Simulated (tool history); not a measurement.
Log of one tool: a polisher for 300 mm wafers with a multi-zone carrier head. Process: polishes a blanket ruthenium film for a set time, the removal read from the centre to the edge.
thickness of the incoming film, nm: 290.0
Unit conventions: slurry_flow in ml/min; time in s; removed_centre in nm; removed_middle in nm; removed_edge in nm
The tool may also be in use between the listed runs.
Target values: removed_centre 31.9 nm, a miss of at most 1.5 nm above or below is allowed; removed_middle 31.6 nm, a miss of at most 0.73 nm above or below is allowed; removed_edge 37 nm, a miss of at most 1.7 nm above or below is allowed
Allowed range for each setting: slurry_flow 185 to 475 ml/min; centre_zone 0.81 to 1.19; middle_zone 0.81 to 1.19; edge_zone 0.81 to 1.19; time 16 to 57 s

{"run": 1, "hour": 0.0, "slurry_flow": 305, "centre_zone": 1, "middle_zone": 1, "edge_zone": 1, "time": 36, "removed_centre": 46.826, "removed_middle": 45.346, "removed_edge": 45.304}
{"run": 2, "hour": 3.9, "slurry_flow": 305, "centre_zone": 1, "middle_zone": 1, "edge_zone": 1.07, "time": 36, "removed_centre": 47.077, "removed_middle": 44.874, "removed_edge": 46.2}
{"run": 3, "hour": 5.1, "slurry_flow": 305, "centre_zone": 0.96, "middle_zone": 1, "edge_zone": 1.07, "time": 36, "removed_centre": 44.734, "removed_middle": 44.422, "removed_edge": 46.846}
{"run": 4, "hour": 8.1, "slurry_flow": 300, "centre_zone": 0.94, "middle_zone": 0.98, "edge_zone": 1.05, "time": 35, "removed_centre": 42.343, "removed_middle": 42.44, "removed_edge": 43.88}
{"run": 5, "hour": 11.5, "slurry_flow": 300, "centre_zone": 0.94, "middle_zone": 0.98, "edge_zone": 1.05, "time": 26, "removed_centre": 32.062, "removed_middle": 31.762, "removed_edge": 32.475}
{"run": 6, "hour": 15.3, "slurry_flow": 300, "centre_zone": 0.93, "middle_zone": 0.97, "edge_zone": 1.07, "time": 26, "removed_centre": 31.091, "removed_middle": 31.436, "removed_edge": 32.91}
{"run": 7, "hour": 23.5, "slurry_flow": 300, "centre_zone": 0.93, "middle_zone": 0.96, "edge_zone": 1.09, "time": 26, "removed_centre": 31.462, "removed_middle": 31.403, "removed_edge": 34.587}
{"run": 8, "hour": 28.4, "slurry_flow": 300, "centre_zone": 0.93, "middle_zone": 0.96, "edge_zone": 1.1, "time": 26, "removed_centre": 30.994, "removed_middle": 31.219, "removed_edge": 34.188}
{"run": 9, "hour": 37.3, "slurry_flow": 305, "centre_zone": 0.93, "middle_zone": 0.96, "edge_zone": 1.11, "time": 26, "removed_centre": 31.695, "removed_middle": 31.705, "removed_edge": 34.766}
{"run": 10, "hour": 42.5, "slurry_flow": 305, "centre_zone": 0.93, "middle_zone": 0.96, "edge_zone": 1.12, "time": 26, "removed_centre": 31.46, "removed_middle": 31.331, "removed_edge": 34.487}
{"run": 11, "hour": 44.7, "slurry_flow": 305, "centre_zone": 0.93, "middle_zone": 0.96, "edge_zone": 1.13, "time": 26, "removed_centre": 31.192, "removed_middle": 31.162, "removed_edge": 34.209}
{"run": 12, "hour": 51.3, "slurry_flow": 305, "centre_zone": 0.93, "middle_zone": 0.96, "edge_zone": 1.13, "time": 26, "removed_centre": 31.682, "removed_middle": 31.256, "removed_edge": 34.881}
{"run": 13, "hour": 57.0, "slurry_flow": 305, "centre_zone": 0.93, "middle_zone": 0.96, "edge_zone": 1.14, "time": 26, "removed_centre": 32.033, "removed_middle": 31.284, "removed_edge": 35.09}
{"run": 14, "hour": 63.1, "slurry_flow": 305, "centre_zone": 0.92, "middle_zone": 0.96, "edge_zone": 1.15, "time": 26, "removed_centre": 31.688, "removed_middle": 31.132, "removed_edge": 35.24}
{"run": 15, "hour": 69.2, "slurry_flow": 305, "centre_zone": 0.92, "middle_zone": 0.96, "edge_zone": 1.16, "time": 26, "removed_centre": 31.204, "removed_middle": 31.122, "removed_edge": 34.896}
{"run": 16, "hour": 73.1, "slurry_flow": 305, "centre_zone": 0.92, "middle_zone": 0.96, "edge_zone": 1.17, "time": 26, "removed_centre": 32.157, "removed_middle": 31.582, "removed_edge": 34.557}
{"run": 17, "hour": 75.1, "slurry_flow": 310, "centre_zone": 0.91, "middle_zone": 0.95, "edge_zone": 1.17, "time": 26, "removed_centre": 31.071, "removed_middle": 31.235, "removed_edge": 34.096}
{"run": 18, "hour": 82.2, "slurry_flow": 270, "centre_zone": 0.88, "middle_zone": 0.87, "edge_zone": 1.19, "time": 30, "removed_centre": 34.646, "removed_middle": 33.182, "removed_edge": 40.88}

Consider the 5 candidate settings below. Which is the only one whose results all fall within their allowed miss of target?
{"run": "A", "hour": 89.3, "slurry_flow": 255, "centre_zone": 1.01, "middle_zone": 0.97, "edge_zone": 1.12, "time": 26, "removed_centre": "?", "removed_middle": "?", "removed_edge": "?"}
{"run": "B", "hour": 89.3, "slurry_flow": 245, "centre_zone": 0.83, "middle_zone": 0.87, "edge_zone": 1.19, "time": 31, "removed_centre": "?", "removed_middle": "?", "removed_edge": "?"}
{"run": "C", "hour": 89.3, "slurry_flow": 340, "centre_zone": 1.15, "middle_zone": 1.02, "edge_zone": 1, "time": 27, "removed_centre": "?", "removed_middle": "?", "removed_edge": "?"}
{"run": "D", "hour": 89.3, "slurry_flow": 250, "centre_zone": 1.04, "middle_zone": 1.02, "edge_zone": 1.07, "time": 28, "removed_centre": "?", "removed_middle": "?", "removed_edge": "?"}
{"run": "E", "hour": 89.3, "slurry_flow": 205, "centre_zone": 0.87, "middle_zone": 0.89, "edge_zone": 1.1, "time": 29, "removed_centre": "?", "removed_middle": "?", "removed_edge": "?"}

move=A removed_centre=33.234 removed_middle=31.04 removed_edge=34.229
move=B removed_centre=33.942 removed_middle=33.689 removed_edge=42.041
move=C removed_centre=39.356 removed_middle=34.491 removed_edge=34.24
move=D removed_centre=36.552 removed_middle=34.805 removed_edge=35.944
move=E removed_centre=32.188 removed_middle=31.49 removed_edge=37.207
A: moves the result that the last run missed by most past its target, out the other side
B: lands further from the targets than the last run did
C: moves the result that the last run missed by most past its target, out the other side
D: brings the last run's worst result on target, with another outside its allowed miss
E: in spec on every target
Go with E: it meets all targets.
